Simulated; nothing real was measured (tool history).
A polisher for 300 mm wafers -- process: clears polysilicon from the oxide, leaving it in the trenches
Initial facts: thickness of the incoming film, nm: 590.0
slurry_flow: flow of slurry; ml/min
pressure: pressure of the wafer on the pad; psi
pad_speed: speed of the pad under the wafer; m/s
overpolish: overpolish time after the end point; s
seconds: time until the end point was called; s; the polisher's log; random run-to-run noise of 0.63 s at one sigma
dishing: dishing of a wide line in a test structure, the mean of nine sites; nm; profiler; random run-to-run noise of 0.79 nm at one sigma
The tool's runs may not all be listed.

run    day  slurry_flow  pressure  pad_speed  overpolish  seconds  dishing
  1      0          285       3.2          1          16   46.502   52.024
  2  0.229          235       3.2          1          16   47.655   53.725
  3  0.433          170       3.2          1          16   50.671   52.452
  4   0.65          170       3.1          1          15   51.258   50.519
     0.754  -- head pressure recalibrated
  5  0.754          170       2.9       1.04          14   49.521    51.73
  6    1.1          170       2.9       1.02          13   49.828   50.914
  7  1.438          170       2.8       1.02          12   50.747   50.351
  8  1.679          170       2.7       1.02          11   53.203    47.36
  9  1.854          195       2.5       1.02          10   54.199   45.334
 10  1.917          225       2.4       1.02           9   54.623   44.609
 11  2.238          250       2.3       1.02           9   55.945   42.443
 12  2.279          270       2.2       1.02           9   57.988    44.96
 13   2.65          265       2.1       1.04           9   59.335   43.029
 14  2.892          285         2       1.06           9   58.943   40.869

Estimate the outcome of run 15 from the log above:
 15  2.95          305       1.9       1.08           9        ?        ?

Logged for run 15: seconds 59.867 s, dishing 43.421 nm.

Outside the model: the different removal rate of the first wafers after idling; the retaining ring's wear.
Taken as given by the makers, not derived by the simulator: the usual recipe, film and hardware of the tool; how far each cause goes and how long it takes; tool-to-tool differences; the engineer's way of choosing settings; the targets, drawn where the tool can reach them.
